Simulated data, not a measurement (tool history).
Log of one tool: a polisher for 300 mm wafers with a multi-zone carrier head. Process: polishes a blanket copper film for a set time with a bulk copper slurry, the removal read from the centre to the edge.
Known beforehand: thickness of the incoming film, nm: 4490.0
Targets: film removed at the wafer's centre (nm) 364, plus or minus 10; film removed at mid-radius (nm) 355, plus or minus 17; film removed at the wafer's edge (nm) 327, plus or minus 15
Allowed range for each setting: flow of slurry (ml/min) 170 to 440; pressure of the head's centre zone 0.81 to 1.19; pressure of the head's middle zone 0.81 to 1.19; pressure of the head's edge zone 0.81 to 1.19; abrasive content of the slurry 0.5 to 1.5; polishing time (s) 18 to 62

run    day  flow of slurry (ml/min)  pressure of the head's centre zone  pressure of the head's middle zone  pressure of the head's edge zone  abrasive content of the slurry  polishing time (s)  film removed at the wafer's centre (nm)  film removed at mid-radius (nm)  film removed at the wafer's edge (nm)
  1      0                      280                                   1                                   1                                 1                               1                  40                                    422.6                           409.55                                 401.43
  2  0.121                      240                                   1                                   1                                 1                               1                  40                                   414.95                           409.97                                 416.46
  3  0.375                      240                                0.92                                   1                                 1                               1                  40                                   377.46                           397.04                                  410.3
  4  0.696                      260                                0.92                                0.99                              0.98                            0.95                  40                                    379.2                           397.62                                 394.29
  5  1.062                      260                                0.92                                0.99                              0.98                            0.95                  31                                   299.76                           316.93                                 318.43
  6  1.267                      265                                0.94                                   1                              0.98                            0.95                  31                                   301.32                           312.06                                 314.53
  7    1.3                      270                                0.96                                1.01                              0.98                               1                  31                                   313.51                           321.92                                 323.14
  8    1.6                      280                                0.97                                1.02                              0.97                               1                  31                                   315.34                           324.61                                 313.84
  9   1.85                      285                                0.98                                1.03                              0.97                               1                  31                                   318.13                           335.42                                 311.86
 10  2.133                      290                                0.99                                1.03                              0.97                               1                  31                                   329.88                           332.74                                 319.59
 11  2.458                      295                                   1                                1.03                              0.97                               1                  31                                   335.01                           329.69                                 325.52
 12  2.704                      305                                   1                                1.04                              0.96                               1                  31                                    334.3                           331.34                                 310.04
 13  2.758                      310                                1.01                                1.04                              0.97                               1                  31                                   333.67                           334.89                                  319.5
 14  2.954                      310                                1.02                                1.04                              0.97                               1                  31                                   340.78                           334.67                                 320.61
 15  3.171                      310                                1.03                                1.05                              0.97                               1                  31                                   340.59                           332.76                                 325.52

5 candidate next runs follow, results not yet known. Just one meets every target within its allowed miss. Identify it.
  A  3.388                      275                                0.95                                1.09                              0.97                               1                  32                                        ?                                ?                                      ?
  B  3.388                      305                                1.09                                1.11                              1.01                               1                  31                                        ?                                ?                                      ?
  C  3.388                      295                                0.95                                1.06                              0.99                            1.05                  30                                        ?                                ?                                      ?
  D  3.388                      235                                0.91                                1.14                              0.93                             1.2                  32                                        ?                                ?                                      ?
  E  3.388                      270                                0.97                                 1.1                              1.04                            0.75                  35                                        ?                                ?                                      ?

move  film removed at the wafer's centre (nm)  film removed at mid-radius (nm)  film removed at the wafer's edge (nm)
   A                                   320.28                           360.61                                 327.31
   B                                    360.4                            358.1                                 325.68
   C                                   305.47                           335.63                                 314.66
   D                                   312.28                           382.31                                 328.43
   E                                   337.72                           375.23                                 349.71
A: the biggest miss grows against the last run
B: each result inside its tolerance
C: the biggest miss grows against the last run
D: the biggest miss grows against the last run
E: the biggest miss grows against the last run
B meets every target.
